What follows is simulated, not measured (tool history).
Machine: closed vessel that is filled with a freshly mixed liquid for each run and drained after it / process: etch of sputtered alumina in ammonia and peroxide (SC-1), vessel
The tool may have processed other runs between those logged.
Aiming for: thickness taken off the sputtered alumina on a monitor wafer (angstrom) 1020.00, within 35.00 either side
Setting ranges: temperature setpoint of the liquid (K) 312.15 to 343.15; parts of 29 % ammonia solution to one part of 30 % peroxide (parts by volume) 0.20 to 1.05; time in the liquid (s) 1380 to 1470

| run | hour | temperature setpoint of the liquid (K) | parts of 29 % ammonia solution to one part of 30 % peroxide (parts by volume) | time in the liquid (s) | thickness taken off the sputtered alumina on a monitor wafer (angstrom) |
|---|---|---|---|---|---|
| 1 | 0.0 | 328.15 | 0.55 | 1380 | 672.90 |
| 2 | 3.0 | 330.65 | 0.55 | 1380 | 788.98 |
| 3 | 10.1 | 335.15 | 0.55 | 1380 | 977.08 |
| 4 | 13.4 | 340.65 | 0.55 | 1380 | 1274.40 |
| 5 | 20.0 | 340.65 | 0.65 | 1380 | 1297.40 |
| 6 | 29.1 | 339.15 | 0.65 | 1380 | 1210.70 |
| 7 | 33.9 | 338.15 | 0.65 | 1380 | 1162.00 |
| 8 | 37.4 | 337.15 | 0.65 | 1380 | 1089.60 |
| 9 | 38.7 | 336.65 | 0.65 | 1380 | 1085.70 |

Consider the 5 candidate settings below. Which is the only one whose results all fall within their allowed miss of target?
| A | 40.0 | 335.65 | 0.95 | 1440 | ? |
| B | 40.0 | 336.15 | 0.75 | 1420 | ? |
| C | 40.0 | 333.65 | 0.70 | 1380 | ? |
| D | 40.0 | 336.65 | 0.45 | 1380 | ? |
| E | 40.0 | 333.65 | 0.50 | 1465 | ? |

| move | thickness taken off the sputtered alumina on a monitor wafer (angstrom) |
|---|---|
| A | 1095.50 |
| B | 1083.40 |
| C | 921.46 |
| D | 1028.80 |
| E | 947.63 |
A: its largest miss is bigger than the last run's
B: about as far from the targets as the last run
C: takes the biggest miss from the last run beyond its target
D: each result inside its tolerance
E: takes the biggest miss from the last run beyond its target
D is the move that brings every result within its allowed miss.

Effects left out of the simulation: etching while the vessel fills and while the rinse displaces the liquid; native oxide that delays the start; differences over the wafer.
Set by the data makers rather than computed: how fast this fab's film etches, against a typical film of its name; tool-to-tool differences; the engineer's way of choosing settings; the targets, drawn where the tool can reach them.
